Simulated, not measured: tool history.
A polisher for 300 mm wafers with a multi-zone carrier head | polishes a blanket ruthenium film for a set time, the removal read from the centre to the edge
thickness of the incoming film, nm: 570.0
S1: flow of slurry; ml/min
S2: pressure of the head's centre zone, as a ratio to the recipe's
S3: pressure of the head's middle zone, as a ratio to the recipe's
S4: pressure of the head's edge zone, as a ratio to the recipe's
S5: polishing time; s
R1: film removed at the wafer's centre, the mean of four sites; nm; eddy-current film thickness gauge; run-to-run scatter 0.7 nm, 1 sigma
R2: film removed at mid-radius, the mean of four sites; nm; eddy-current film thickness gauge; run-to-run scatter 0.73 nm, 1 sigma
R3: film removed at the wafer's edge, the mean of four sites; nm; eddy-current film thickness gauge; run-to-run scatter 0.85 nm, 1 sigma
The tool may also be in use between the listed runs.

run 1 hour=0.0 | S1=255 S2=1.00 S3=1.00 S4=1.00 S5=73 | R1=52.201 R2=51.077 R3=50.595
run 2 hour=1.7 | S1=285 S2=1.00 S3=1.00 S4=1.00 S5=73 | R1=50.684 R2=50.539 R3=51.046
run 3 hour=8.6 | S1=290 S2=1.00 S3=1.04 S4=1.01 S5=77 | R1=54.474 R2=56.012 R3=53.497
run 4 hour=12.1 | S1=290 S2=1.00 S3=1.04 S4=1.01 S5=61 | R1=42.315 R2=44.214 R3=42.918
run 5 hour=17.3 | S1=300 S2=1.00 S3=1.07 S4=1.03 S5=68 | R1=49.652 R2=50.607 R3=48.970
run 6 hour=21.3 | S1=300 S2=1.09 S3=1.07 S4=1.03 S5=68 | R1=52.512 R2=50.594 R3=47.959
run 7 hour=26.9 | S1=305 S2=1.05 S3=1.10 S4=1.04 S5=72 | R1=53.441 R2=55.280 R3=51.305

The next listed run, before its measurement:
run 8 hour=28.7 | S1=305 S2=1.04 S3=1.12 S4=1.06 S5=75 | R1=? R2=? R3=?

{"run 8": {"R1": 55.406, "R2": 58.992, "R3": 54.609}}
